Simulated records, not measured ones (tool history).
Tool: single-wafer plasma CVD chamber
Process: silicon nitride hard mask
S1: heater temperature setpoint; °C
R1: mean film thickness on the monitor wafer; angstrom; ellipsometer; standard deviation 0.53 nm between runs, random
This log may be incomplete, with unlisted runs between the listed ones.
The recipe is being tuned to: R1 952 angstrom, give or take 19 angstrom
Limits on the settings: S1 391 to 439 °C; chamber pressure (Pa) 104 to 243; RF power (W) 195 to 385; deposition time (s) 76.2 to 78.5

{"run": 1, "hour": 0.0, "S1": 415, "chamber pressure (Pa)": 173, "RF power (W)": 290, "deposition time (s)": 76.2, "R1": 803.54}
{"run": 2, "hour": 4.4, "S1": 415, "chamber pressure (Pa)": 191, "RF power (W)": 290, "deposition time (s)": 76.2, "R1": 832.92}
{"run": 3, "hour": 7.9, "S1": 406, "chamber pressure (Pa)": 191, "RF power (W)": 290, "deposition time (s)": 76.2, "R1": 836.78}
{"run": 4, "hour": 8.8, "S1": 406, "chamber pressure (Pa)": 165, "RF power (W)": 290, "deposition time (s)": 76.2, "R1": 798.51}
{"run": 5, "hour": 12.3, "S1": 406, "chamber pressure (Pa)": 165, "RF power (W)": 270, "deposition time (s)": 76.2, "R1": 760.48}
{"run": 6, "hour": 15.8, "S1": 406, "chamber pressure (Pa)": 179, "RF power (W)": 280, "deposition time (s)": 76.3, "R1": 801.82}
{"run": 7, "hour": 17.8, "S1": 406, "chamber pressure (Pa)": 189, "RF power (W)": 285, "deposition time (s)": 76.4, "R1": 835.48}
{"run": 8, "hour": 25.6, "S1": 406, "chamber pressure (Pa)": 199, "RF power (W)": 285, "deposition time (s)": 76.4, "R1": 846.89}
{"hour": 34.5, "done": "thermocouple changed; heater temperature recalibrated"}
{"run": 9, "hour": 34.5, "S1": 406, "chamber pressure (Pa)": 207, "RF power (W)": 290, "deposition time (s)": 76.4, "R1": 859.11}
{"run": 10, "hour": 37.6, "S1": 406, "chamber pressure (Pa)": 212, "RF power (W)": 295, "deposition time (s)": 76.5, "R1": 887.23}
{"run": 11, "hour": 46.1, "S1": 406, "chamber pressure (Pa)": 217, "RF power (W)": 295, "deposition time (s)": 76.5, "R1": 898.45}
{"run": 12, "hour": 47.5, "S1": 406, "chamber pressure (Pa)": 221, "RF power (W)": 295, "deposition time (s)": 76.5, "R1": 900.77}
{"run": 13, "hour": 54.0, "S1": 406, "chamber pressure (Pa)": 225, "RF power (W)": 295, "deposition time (s)": 76.5, "R1": 901.08}
{"run": 14, "hour": 58.9, "S1": 406, "chamber pressure (Pa)": 228, "RF power (W)": 300, "deposition time (s)": 76.5, "R1": 906.85}

Which one of the following 5 next-run settings gets every result inside its allowed miss? There is exactly one.
{"run": "A", "hour": 63.8, "S1": 408, "chamber pressure (Pa)": 228, "RF power (W)": 290, "deposition time (s)": 76.2, "R1": "?"}
{"run": "B", "hour": 63.8, "S1": 404, "chamber pressure (Pa)": 236, "RF power (W)": 300, "deposition time (s)": 78.3, "R1": "?"}
{"run": "C", "hour": 63.8, "S1": 411, "chamber pressure (Pa)": 236, "RF power (W)": 280, "deposition time (s)": 78.4, "R1": "?"}
{"run": "D", "hour": 63.8, "S1": 391, "chamber pressure (Pa)": 227, "RF power (W)": 295, "deposition time (s)": 76.6, "R1": "?"}
{"run": "E", "hour": 63.8, "S1": 408, "chamber pressure (Pa)": 224, "RF power (W)": 340, "deposition time (s)": 77.3, "R1": "?"}

move=A R1=898.4
move=B R1=957.52
move=C R1=911.66
move=D R1=918.22
move=E R1=1007.1
A: lands further from the targets than the last run did
B: all results in spec
C: closes in on the targets versus the last run, not all within tolerance yet
D: closes in on the targets versus the last run, not all within tolerance yet
E: carries the result that was furthest off beyond its target, to the other side
So the answer is move B, the one that meets all the targets.
